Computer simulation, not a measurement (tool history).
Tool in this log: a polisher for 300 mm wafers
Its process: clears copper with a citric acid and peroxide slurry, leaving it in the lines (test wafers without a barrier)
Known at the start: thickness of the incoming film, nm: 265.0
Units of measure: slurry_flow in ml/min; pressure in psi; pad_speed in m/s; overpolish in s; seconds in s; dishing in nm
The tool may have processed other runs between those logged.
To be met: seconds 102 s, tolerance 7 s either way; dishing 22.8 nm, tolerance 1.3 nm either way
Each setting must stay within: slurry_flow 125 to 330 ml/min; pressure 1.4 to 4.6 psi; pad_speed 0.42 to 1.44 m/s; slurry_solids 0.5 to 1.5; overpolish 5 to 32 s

run 1 hour=0 | slurry_flow=210 pressure=3 pad_speed=0.92 slurry_solids=1 overpolish=16 | seconds=154.01 dishing=23.698
run 2 hour=7.3 | slurry_flow=210 pressure=3 pad_speed=0.92 slurry_solids=1 overpolish=14 | seconds=152.18 dishing=20.773
run 3 hour=9.5 | slurry_flow=210 pressure=3 pad_speed=0.92 slurry_solids=1.15 overpolish=14 | seconds=149.84 dishing=22.055
run 4 hour=11.2 | slurry_flow=210 pressure=3.2 pad_speed=0.92 slurry_solids=1.1 overpolish=13 | seconds=145.65 dishing=20.287
run 5 hour=16 | slurry_flow=210 pressure=3.4 pad_speed=0.92 slurry_solids=1.1 overpolish=13 | seconds=142.23 dishing=21.8
run 6 hour=18.3 | slurry_flow=205 pressure=3.6 pad_speed=0.96 slurry_solids=1.1 overpolish=12 | seconds=127.19 dishing=21.681
run 7 hour=19.6 | slurry_flow=205 pressure=3.7 pad_speed=0.96 slurry_solids=1.1 overpolish=12 | seconds=129.92 dishing=21.797
run 8 hour=23.6 | slurry_flow=205 pressure=3.8 pad_speed=0.98 slurry_solids=1.1 overpolish=11 | seconds=124.49 dishing=20.086
-- hour=24.3 slurry nozzle cleaned
run 9 hour=24.3 | slurry_flow=205 pressure=3.8 pad_speed=0.98 slurry_solids=1.1 overpolish=11 | seconds=118.48 dishing=21.718
run 10 hour=30 | slurry_flow=205 pressure=3.9 pad_speed=0.98 slurry_solids=1.1 overpolish=11 | seconds=121.32 dishing=22.074
run 11 hour=36.7 | slurry_flow=205 pressure=4 pad_speed=1 slurry_solids=1.1 overpolish=11 | seconds=113.52 dishing=21.691
run 12 hour=43 | slurry_flow=205 pressure=4.1 pad_speed=1 slurry_solids=1.1 overpolish=11 | seconds=112.16 dishing=22.503
run 13 hour=49.3 | slurry_flow=205 pressure=4.2 pad_speed=1 slurry_solids=1.1 overpolish=11 | seconds=109.29 dishing=23.537

Exactly one of the 5 candidate moves below puts every result within its allowed miss. Which one?
run A hour=55.6 | slurry_flow=180 pressure=4.6 pad_speed=0.86 slurry_solids=1 overpolish=12 | seconds=? dishing=?
run B hour=55.6 | slurry_flow=245 pressure=4.5 pad_speed=1.08 slurry_solids=0.95 overpolish=10 | seconds=? dishing=?
run C hour=55.6 | slurry_flow=280 pressure=3.3 pad_speed=1.14 slurry_solids=1.1 overpolish=13 | seconds=? dishing=?
run D hour=55.6 | slurry_flow=205 pressure=4 pad_speed=0.98 slurry_solids=1.1 overpolish=13 | seconds=? dishing=?
run E hour=55.6 | slurry_flow=240 pressure=4.1 pad_speed=1.06 slurry_solids=0.7 overpolish=13 | seconds=? dishing=?

move=A seconds=124.74 dishing=22.625
move=B seconds=104.5 dishing=22.505
move=C seconds=118.3 dishing=25.365
move=D seconds=120.17 dishing=25.106
move=E seconds=122.31 dishing=24.718
A: further off than the last run
B: all results land within tolerance of their targets
C: further off than the last run
D: further off than the last run
E: further off than the last run
Answer: B
